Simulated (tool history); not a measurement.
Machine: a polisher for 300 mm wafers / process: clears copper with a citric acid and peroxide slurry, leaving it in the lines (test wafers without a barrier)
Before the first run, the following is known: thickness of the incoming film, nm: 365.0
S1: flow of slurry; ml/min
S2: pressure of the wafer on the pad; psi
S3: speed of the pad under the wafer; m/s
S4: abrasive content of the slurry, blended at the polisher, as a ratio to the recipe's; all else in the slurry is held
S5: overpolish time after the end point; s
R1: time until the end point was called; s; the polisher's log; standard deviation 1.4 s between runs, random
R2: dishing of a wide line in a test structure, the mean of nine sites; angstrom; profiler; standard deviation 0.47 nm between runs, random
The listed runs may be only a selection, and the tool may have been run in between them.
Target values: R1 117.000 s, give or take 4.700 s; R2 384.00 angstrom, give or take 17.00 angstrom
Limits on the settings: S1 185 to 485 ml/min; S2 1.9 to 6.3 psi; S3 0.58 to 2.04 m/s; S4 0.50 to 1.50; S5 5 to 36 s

run,hour,S1,S2,S3,S4,S5,R1,R2
1,0.0,310,4.1,1.30,1.00,18,86.618,517.50
2,5.3,310,4.1,1.30,1.00,25,89.790,657.92
3,8.2,310,3.9,1.30,1.00,24,91.303,629.45
4,11.3,310,3.7,1.30,1.00,23,96.491,589.46
5,18.7,310,3.7,1.30,1.10,23,95.629,593.07
6,19.9,310,3.2,1.30,1.10,23,103.190,539.61
7,21.0,310,3.2,1.30,1.10,23,105.030,541.55
8,29.7,310,3.1,1.30,1.10,22,108.010,504.34

5 next moves are on the table. One of them brings every result within its allowed miss. Which?
A,38.4,450,2.9,1.26,1.15,19,?,?
B,38.4,280,3.1,1.04,1.20,22,?,?
C,38.4,385,2.9,1.30,1.15,16,?,?
D,38.4,300,4.2,0.78,1.30,17,?,?
E,38.4,370,3.1,1.20,1.00,35,?,?

move,R1,R2
A,112.410,424.19
B,125.420,439.07
C,110.980,370.24
D,116.210,380.01
E,115.210,678.53
A: nearer than the last run, and not there yet
B: nearer than the last run, and not there yet
C: brings the result that was furthest off to its target, and leaves another outside
D: each result inside its tolerance
E: further off than the last run
Answer: D
